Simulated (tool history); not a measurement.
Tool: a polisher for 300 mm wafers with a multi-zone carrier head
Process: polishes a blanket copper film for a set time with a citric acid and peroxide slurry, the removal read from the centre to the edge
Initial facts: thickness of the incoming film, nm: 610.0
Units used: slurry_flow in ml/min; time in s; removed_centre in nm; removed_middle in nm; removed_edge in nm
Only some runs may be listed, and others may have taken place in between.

run,hour,slurry_flow,centre_zone,middle_zone,edge_zone,slurry_solids,time,removed_centre,removed_middle,removed_edge
1,0,125,1,1,1,1,42,71.903,70.87,70.488
2,1.2,125,0.95,1,1,1,42,66.262,70.686,69.139
3,8.9,125,0.89,1,1,1,42,62.535,67.488,69.309
4,9.6,130,0.93,0.97,1.02,1.1,43,69.224,72.087,72.761
5,17.1,130,0.93,0.97,1.02,0.95,43,66.43,68.218,72.072
6,24.5,130,0.88,0.97,1.02,0.95,43,62.192,70.942,72.06
7,30.4,165,0.98,1,1.11,1.2,51,93.04,91.464,97.046

What will run 8 give?
8,34,165,0.98,1,1.11,1.2,51,?,?,?

Run 8 came out at removed_centre 91.646 nm, removed_middle 93.77 nm, removed_edge 95.652 nm.

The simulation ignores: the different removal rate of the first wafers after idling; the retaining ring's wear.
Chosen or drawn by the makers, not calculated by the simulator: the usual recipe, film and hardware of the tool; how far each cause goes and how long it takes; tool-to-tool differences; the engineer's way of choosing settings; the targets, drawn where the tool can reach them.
